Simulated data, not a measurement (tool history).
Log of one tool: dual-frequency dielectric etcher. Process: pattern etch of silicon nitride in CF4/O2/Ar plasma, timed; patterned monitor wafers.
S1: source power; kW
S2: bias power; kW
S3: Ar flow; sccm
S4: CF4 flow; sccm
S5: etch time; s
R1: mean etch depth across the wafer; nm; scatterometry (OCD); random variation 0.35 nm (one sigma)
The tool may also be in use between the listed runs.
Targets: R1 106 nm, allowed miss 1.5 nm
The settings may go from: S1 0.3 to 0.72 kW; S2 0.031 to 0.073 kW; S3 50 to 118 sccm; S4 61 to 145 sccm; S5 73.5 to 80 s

{"run": 1, "hour": 0.0, "S1": 0.51, "S2": 0.052, "S3": 84, "S4": 103, "S5": 80, "R1": 166}
{"run": 2, "hour": 4.1, "S1": 0.51, "S2": 0.052, "S3": 84, "S4": 110, "S5": 80, "R1": 168.04}
{"run": 3, "hour": 12.0, "S1": 0.47, "S2": 0.05, "S3": 85, "S4": 110, "S5": 80, "R1": 154}
{"run": 4, "hour": 16.9, "S1": 0.47, "S2": 0.045, "S3": 85, "S4": 110, "S5": 80, "R1": 147.45}
{"run": 5, "hour": 25.9, "S1": 0.47, "S2": 0.045, "S3": 85, "S4": 110, "S5": 80, "R1": 147.37}
{"run": 6, "hour": 28.7, "S1": 0.47, "S2": 0.045, "S3": 85, "S4": 110, "S5": 80, "R1": 147.05}
{"run": 7, "hour": 33.2, "S1": 0.44, "S2": 0.044, "S3": 85, "S4": 110, "S5": 80, "R1": 139.88}
{"run": 8, "hour": 39.3, "S1": 0.42, "S2": 0.043, "S3": 85, "S4": 110, "S5": 80, "R1": 133.94}
{"run": 9, "hour": 45.7, "S1": 0.4, "S2": 0.042, "S3": 85, "S4": 110, "S5": 80, "R1": 128.97}

5 next moves are on the table. One of them brings every result within its allowed miss. Which?
{"run": "A", "hour": 52.1, "S1": 0.39, "S2": 0.035, "S3": 82, "S4": 122, "S5": 73.5, "R1": "?"}
{"run": "B", "hour": 52.1, "S1": 0.37, "S2": 0.037, "S3": 87, "S4": 105, "S5": 74.5, "R1": "?"}
{"run": "C", "hour": 52.1, "S1": 0.38, "S2": 0.042, "S3": 95, "S4": 95, "S5": 76, "R1": "?"}
{"run": "D", "hour": 52.1, "S1": 0.43, "S2": 0.033, "S3": 90, "S4": 110, "S5": 74, "R1": "?"}
{"run": "E", "hour": 52.1, "S1": 0.38, "S2": 0.038, "S3": 85, "S4": 105, "S5": 75, "R1": "?"}

move=A R1=109.06
move=B R1=106.26
move=C R1=113.54
move=D R1=110.39
move=E R1=110.58
A: nearer than the last run, and not there yet
B: meets every target
C: nearer than the last run, and not there yet
D: nearer than the last run, and not there yet
E: nearer than the last run, and not there yet
Answer: B
